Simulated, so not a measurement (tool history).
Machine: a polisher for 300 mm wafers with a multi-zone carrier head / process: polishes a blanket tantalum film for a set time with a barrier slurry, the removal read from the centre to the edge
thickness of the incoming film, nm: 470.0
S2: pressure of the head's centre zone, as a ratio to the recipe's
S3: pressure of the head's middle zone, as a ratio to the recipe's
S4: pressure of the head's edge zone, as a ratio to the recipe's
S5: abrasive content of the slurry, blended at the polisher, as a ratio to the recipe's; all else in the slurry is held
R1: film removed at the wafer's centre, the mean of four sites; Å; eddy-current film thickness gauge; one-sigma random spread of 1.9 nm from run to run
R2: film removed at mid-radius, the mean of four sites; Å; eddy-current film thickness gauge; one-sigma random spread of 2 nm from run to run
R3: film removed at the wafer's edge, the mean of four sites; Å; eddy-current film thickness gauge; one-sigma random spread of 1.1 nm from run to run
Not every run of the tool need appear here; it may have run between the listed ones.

run 1 hour=0 | flow_of_slurry_(ml/min)=310 S2=1 S3=1 S4=1 S5=1 polishing_time_(s)=72 | R1=1878 R2=1840.4 R3=1850.2
run 2 hour=2.8 | flow_of_slurry_(ml/min)=355 S2=1 S3=1 S4=1 S5=1 polishing_time_(s)=72 | R1=1900.7 R2=1920.9 R3=1852.2
run 3 hour=10 | flow_of_slurry_(ml/min)=350 S2=0.99 S3=0.99 S4=0.99 S5=0.95 polishing_time_(s)=72 | R1=1893.3 R2=1774.1 R3=1864.8
run 4 hour=16.1 | flow_of_slurry_(ml/min)=350 S2=0.99 S3=0.91 S4=0.99 S5=0.95 polishing_time_(s)=72 | R1=1859.1 R2=1693 R3=1843.6
run 5 hour=19.3 | flow_of_slurry_(ml/min)=350 S2=0.99 S3=0.99 S4=0.99 S5=0.95 polishing_time_(s)=72 | R1=1855.2 R2=1868.9 R3=1832.5
run 6 hour=27.9 | flow_of_slurry_(ml/min)=415 S2=0.99 S3=0.99 S4=0.99 S5=0.95 polishing_time_(s)=72 | R1=1958.3 R2=1881 R3=1841.1

What will run 7 give?
run 7 hour=30.9 | flow_of_slurry_(ml/min)=410 S2=0.97 S3=0.99 S4=0.98 S5=0.9 polishing_time_(s)=71 | R1=? R2=? R3=?

{"run 7": {"R1": 1801, "R2": 1836.6, "R3": 1830.1}}
